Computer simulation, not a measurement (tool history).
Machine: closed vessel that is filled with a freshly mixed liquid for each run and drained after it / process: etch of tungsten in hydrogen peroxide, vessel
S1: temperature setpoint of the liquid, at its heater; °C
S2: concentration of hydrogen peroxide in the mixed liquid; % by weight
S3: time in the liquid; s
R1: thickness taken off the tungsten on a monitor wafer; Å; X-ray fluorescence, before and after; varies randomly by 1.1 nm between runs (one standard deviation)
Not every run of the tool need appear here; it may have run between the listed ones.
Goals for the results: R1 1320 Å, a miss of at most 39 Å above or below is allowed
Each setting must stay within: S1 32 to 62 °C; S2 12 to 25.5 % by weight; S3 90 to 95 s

run,hour,S1,S2,S3,R1
1,0,46,17.5,90,1928.1
2,5.3,46,20.5,90,2096.3
3,12.9,44,20.5,90,1855.6
4,17.1,42.5,20.5,90,1671.5
5,26.3,42.5,17,90,1520.5
6,29.2,42,17,90,1470.3
7,37.7,41.5,17,90,1439.6
8,41.6,41,17,90,1380.9

5 candidate next runs follow, results not yet known. Just one meets every target within its allowed miss. Identify it.
A,45.5,41.5,16,95,?
B,45.5,40.5,16.5,90,?
C,45.5,41.5,17.5,90,?
D,45.5,42,15,95,?
E,45.5,41.5,15.5,95,?

move,R1
A,1478.8
B,1333.6
C,1465.2
D,1478.7
E,1455.5
A: moves away from the targets compared with the last run
B: all results land within tolerance of their targets
C: moves away from the targets compared with the last run
D: moves away from the targets compared with the last run
E: moves away from the targets compared with the last run
The right move is B.

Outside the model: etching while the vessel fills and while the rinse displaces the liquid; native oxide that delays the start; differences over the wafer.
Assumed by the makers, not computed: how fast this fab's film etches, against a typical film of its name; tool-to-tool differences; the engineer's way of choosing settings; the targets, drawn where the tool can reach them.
